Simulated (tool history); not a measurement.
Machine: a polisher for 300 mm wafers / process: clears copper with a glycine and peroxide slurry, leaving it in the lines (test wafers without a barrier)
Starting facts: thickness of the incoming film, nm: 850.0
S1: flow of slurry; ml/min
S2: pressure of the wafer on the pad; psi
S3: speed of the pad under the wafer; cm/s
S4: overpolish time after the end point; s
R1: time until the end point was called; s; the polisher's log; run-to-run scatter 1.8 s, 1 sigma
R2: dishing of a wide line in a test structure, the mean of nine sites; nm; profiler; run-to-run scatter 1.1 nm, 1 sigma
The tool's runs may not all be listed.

run,hour,S1,S2,S3,S4,R1,R2
1,0,150,3,122,11,92.867,55.937
2,4.7,150,3.3,122,11,89.935,59.306
3,6.3,150,3.3,122,14,90.66,70.056
4,11.3,150,3.3,122,18,91.404,82.52
5,15.2,150,3,120,18,97.925,79.826
6,19.2,150,3,120,14,95.522,67.867

What does the tool deliver on the next run?
7,25.6,150,2.7,116,14,?,?

R1: 105.06 s
R2: 62.993 nm
